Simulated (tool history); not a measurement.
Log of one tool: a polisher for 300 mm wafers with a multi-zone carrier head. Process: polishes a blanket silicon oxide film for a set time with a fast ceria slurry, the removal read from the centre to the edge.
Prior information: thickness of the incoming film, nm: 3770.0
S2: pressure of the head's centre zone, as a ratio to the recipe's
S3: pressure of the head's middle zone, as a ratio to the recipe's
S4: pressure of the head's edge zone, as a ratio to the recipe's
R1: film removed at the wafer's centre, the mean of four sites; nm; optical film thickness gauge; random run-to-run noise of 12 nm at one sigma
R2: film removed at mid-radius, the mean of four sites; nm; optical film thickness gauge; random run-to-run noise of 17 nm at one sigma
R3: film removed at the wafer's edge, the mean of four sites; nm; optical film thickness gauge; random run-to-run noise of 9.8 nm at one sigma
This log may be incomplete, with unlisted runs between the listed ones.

run 1 hour=0 | flow_of_slurry_(ml/min)=230 S2=1 S3=1 S4=1 polishing_time_(s)=75 | R1=1083.6 R2=1065.6 R3=1070.3
run 2 hour=2.6 | flow_of_slurry_(ml/min)=175 S2=1 S3=1 S4=1 polishing_time_(s)=75 | R1=1059.9 R2=1021.7 R3=1033.5
run 3 hour=3.4 | flow_of_slurry_(ml/min)=175 S2=1 S3=1 S4=1 polishing_time_(s)=86 | R1=1231.4 R2=1174.3 R3=1194.5
run 4 hour=10.2 | flow_of_slurry_(ml/min)=175 S2=1 S3=1 S4=0.94 polishing_time_(s)=86 | R1=1225.7 R2=1166.6 R3=1188.8
run 5 hour=15.1 | flow_of_slurry_(ml/min)=175 S2=1.03 S3=1 S4=0.94 polishing_time_(s)=85 | R1=1245.7 R2=1182.2 R3=1163.7
run 6 hour=23.4 | flow_of_slurry_(ml/min)=175 S2=1.06 S3=0.98 S4=0.94 polishing_time_(s)=85 | R1=1297 R2=1173.7 R3=1150.1
run 7 hour=24.1 | flow_of_slurry_(ml/min)=175 S2=1.07 S3=0.97 S4=0.94 polishing_time_(s)=85 | R1=1298.5 R2=1127.3 R3=1152.7
run 8 hour=31.2 | flow_of_slurry_(ml/min)=175 S2=1.08 S3=0.97 S4=0.94 polishing_time_(s)=85 | R1=1302.9 R2=1136.2 R3=1168.4

Forecast run 9:
-- hour=39.4 worn pad replaced by a new one
run 9 hour=39.4 | flow_of_slurry_(ml/min)=175 S2=1.1 S3=0.97 S4=0.93 polishing_time_(s)=85 | R1=? R2=? R3=?

R1: 1405.3 nm
R2: 1189.8 nm
R3: 1227.1 nm
